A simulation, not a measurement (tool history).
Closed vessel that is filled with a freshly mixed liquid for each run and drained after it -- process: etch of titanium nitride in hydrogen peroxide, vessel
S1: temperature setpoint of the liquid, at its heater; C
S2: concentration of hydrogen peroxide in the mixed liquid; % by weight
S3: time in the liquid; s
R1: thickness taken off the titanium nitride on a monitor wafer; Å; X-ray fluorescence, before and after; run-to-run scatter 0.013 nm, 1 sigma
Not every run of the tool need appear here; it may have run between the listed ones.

| run | hour | S1 | S2 | S3 | R1 |
|---|---|---|---|---|---|
| 1 | 0.0 | 45.0 | 19.5 | 165 | 29.318 |
| 2 | 1.9 | 45.0 | 19.5 | 165 | 29.483 |
| 3 | 10.8 | 43.0 | 19.5 | 165 | 25.357 |
| 4 | 19.0 | 41.5 | 19.5 | 165 | 22.682 |
| 5 | 25.2 | 40.0 | 19.5 | 165 | 20.185 |
| 6 | 31.5 | 39.0 | 19.5 | 165 | 18.828 |
| 7 | 34.0 | 34.5 | 19.5 | 165 | 13.038 |
|  | 34.8 | peroxide flow meter replaced |
| 8 | 34.8 | 35.0 | 19.5 | 165 | 13.271 |

Estimate the outcome of run 9 from the log above:
| 9 | 41.3 | 35.0 | 19.5 | 165 | ? |

For run 9 the tool returned R1 13.508 Å.

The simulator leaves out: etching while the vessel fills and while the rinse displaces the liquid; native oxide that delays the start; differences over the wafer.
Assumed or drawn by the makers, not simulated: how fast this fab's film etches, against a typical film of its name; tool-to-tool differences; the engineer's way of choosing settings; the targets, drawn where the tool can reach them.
